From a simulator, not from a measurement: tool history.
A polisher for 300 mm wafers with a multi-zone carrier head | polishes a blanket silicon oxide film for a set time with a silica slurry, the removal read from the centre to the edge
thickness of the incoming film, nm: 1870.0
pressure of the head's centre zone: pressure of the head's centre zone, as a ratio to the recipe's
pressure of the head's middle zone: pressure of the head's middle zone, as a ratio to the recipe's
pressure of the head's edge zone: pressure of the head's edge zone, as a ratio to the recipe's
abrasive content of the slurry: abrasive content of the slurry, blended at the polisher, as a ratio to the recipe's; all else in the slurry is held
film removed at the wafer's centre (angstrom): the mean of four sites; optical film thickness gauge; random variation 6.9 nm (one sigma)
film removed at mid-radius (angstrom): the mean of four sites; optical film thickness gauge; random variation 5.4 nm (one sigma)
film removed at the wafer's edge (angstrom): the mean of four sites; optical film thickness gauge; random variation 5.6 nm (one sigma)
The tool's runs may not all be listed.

run  hour  flow of slurry (ml/min)  pressure of the head's centre zone  pressure of the head's middle zone  pressure of the head's edge zone  abrasive content of the slurry  polishing time (s)  film removed at the wafer's centre (angstrom)  film removed at mid-radius (angstrom)  film removed at the wafer's edge (angstrom)
  1   0.0                      130                                1.00                                1.00                              1.00                            1.00                  85                                         3443.1                                 3315.4                                       3275.6
  2   8.6                      130                                0.93                                1.00                              1.00                            1.00                  85                                         3123.2                                 3309.8                                       3199.4
  3  16.8                      130                                0.88                                1.00                              1.00                            1.00                  85                                         3036.5                                 3289.9                                       3187.7
  4  22.5                      130                                0.88                                1.00                              1.03                            1.00                  85                                         2948.7                                 3260.8                                       3259.3
  5  28.6                      140                                0.94                                1.03                              1.03                            1.05                  85                                         3266.7                                 3472.9                                       3320.9
  6  35.2                      140                                0.94                                1.03                              1.03                            0.90                  85                                         3029.1                                 3244.3                                       3172.5
  7  39.5                      145                                0.98                                1.05                              1.03                            1.00                  86                                         3340.3                                 3514.4                                       3394.8

Run 8 comes next. What will it give?
  8  40.7                      150                                1.02                                1.07                              1.01                            1.10                  86                                              ?                                      ?                                            ?

film removed at the wafer's centre (angstrom): 3675.1
film removed at mid-radius (angstrom): 3769.2
film removed at the wafer's edge (angstrom): 3507.0
